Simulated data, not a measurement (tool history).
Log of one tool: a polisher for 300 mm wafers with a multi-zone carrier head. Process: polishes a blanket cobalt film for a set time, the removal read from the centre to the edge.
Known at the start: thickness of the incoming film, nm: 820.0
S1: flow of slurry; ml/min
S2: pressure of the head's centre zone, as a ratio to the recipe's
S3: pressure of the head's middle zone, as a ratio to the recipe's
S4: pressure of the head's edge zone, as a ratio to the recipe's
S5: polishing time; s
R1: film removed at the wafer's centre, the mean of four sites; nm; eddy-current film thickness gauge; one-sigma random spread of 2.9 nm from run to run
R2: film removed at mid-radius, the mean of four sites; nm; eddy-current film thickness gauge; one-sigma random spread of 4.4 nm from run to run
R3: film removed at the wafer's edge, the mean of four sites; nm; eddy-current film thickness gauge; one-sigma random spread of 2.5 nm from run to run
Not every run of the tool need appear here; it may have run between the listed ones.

run  hour   S1    S2    S3    S4  S5      R1      R2      R3
  1     0  215     1     1     1  43  291.03  278.72  292.49
  2   5.5  230  0.99  1.04  1.03  44  291.07  296.49  300.34
  3   7.2  235  0.99  1.06  1.05  45  310.62   307.5   308.9
  4  13.5  235  0.96  1.08  1.06  46  304.84  320.18  313.85
  5  21.8  240  0.94  1.09  1.08  47  302.52  323.84  330.21
  6  23.7  240  0.94  1.09  1.08  41   266.3  283.67  287.85
  7  28.8  245  0.94  1.11  1.09  43  277.74  301.46  304.07
  8    34  255  0.94  1.13   1.1  44  287.25  315.18  312.79

Forecast run 9:
  9  42.3  265  0.94  1.15  1.11  44   ?   ?   ?

Run 9 gave R1 290.34 nm, R2 320.08 nm, R3 314.71 nm.

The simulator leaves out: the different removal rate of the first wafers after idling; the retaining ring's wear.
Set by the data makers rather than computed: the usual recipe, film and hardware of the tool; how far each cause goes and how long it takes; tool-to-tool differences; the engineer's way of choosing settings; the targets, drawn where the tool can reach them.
